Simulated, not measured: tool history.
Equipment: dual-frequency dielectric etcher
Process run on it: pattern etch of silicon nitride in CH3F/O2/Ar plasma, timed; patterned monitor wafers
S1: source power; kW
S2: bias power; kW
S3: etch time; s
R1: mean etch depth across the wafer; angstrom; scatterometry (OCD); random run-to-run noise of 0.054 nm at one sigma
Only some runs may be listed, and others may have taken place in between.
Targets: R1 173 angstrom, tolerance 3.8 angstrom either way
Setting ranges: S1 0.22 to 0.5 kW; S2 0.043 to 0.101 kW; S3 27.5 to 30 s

| run | hour | S1 | S2 | S3 | R1 |
|---|---|---|---|---|---|
| 1 | 0 | 0.36 | 0.072 | 30 | 201.9 |
| 2 | 0.7 | 0.36 | 0.072 | 30 | 200.84 |
| 3 | 5.2 | 0.36 | 0.072 | 30 | 201.5 |
| 4 | 13.3 | 0.35 | 0.071 | 30 | 197.88 |
| 5 | 21.3 | 0.34 | 0.07 | 30 | 194.63 |
| 6 | 25.5 | 0.34 | 0.063 | 30 | 189.62 |
| 7 | 32.1 | 0.34 | 0.063 | 30 | 190.42 |
| 8 | 35.5 | 0.33 | 0.063 | 30 | 186.7 |
| 9 | 36.3 | 0.32 | 0.063 | 30 | 183.87 |
| 10 | 45.3 | 0.32 | 0.063 | 30 | 183.59 |
| 11 | 50.9 | 0.3 | 0.062 | 30 | 177.05 |
| 12 | 57.3 | 0.3 | 0.062 | 30 | 177.47 |

Of the 5 settings listed for the next run, only one would bring every result within its allowed miss of target. Which one?
| A | 63.7 | 0.32 | 0.063 | 29.5 | ? |
| B | 63.7 | 0.35 | 0.06 | 29.5 | ? |
| C | 63.7 | 0.31 | 0.072 | 29 | ? |
| D | 63.7 | 0.3 | 0.068 | 30 | ? |
| E | 63.7 | 0.31 | 0.067 | 28.5 | ? |

| move | R1 |
|---|---|
| A | 181.67 |
| B | 187.59 |
| C | 181.67 |
| D | 182.3 |
| E | 175.37 |
A: misses by more than the last run did
B: misses by more than the last run did
C: misses by more than the last run did
D: misses by more than the last run did
E: in spec on every target
So the answer is move E, the one that meets all the targets.

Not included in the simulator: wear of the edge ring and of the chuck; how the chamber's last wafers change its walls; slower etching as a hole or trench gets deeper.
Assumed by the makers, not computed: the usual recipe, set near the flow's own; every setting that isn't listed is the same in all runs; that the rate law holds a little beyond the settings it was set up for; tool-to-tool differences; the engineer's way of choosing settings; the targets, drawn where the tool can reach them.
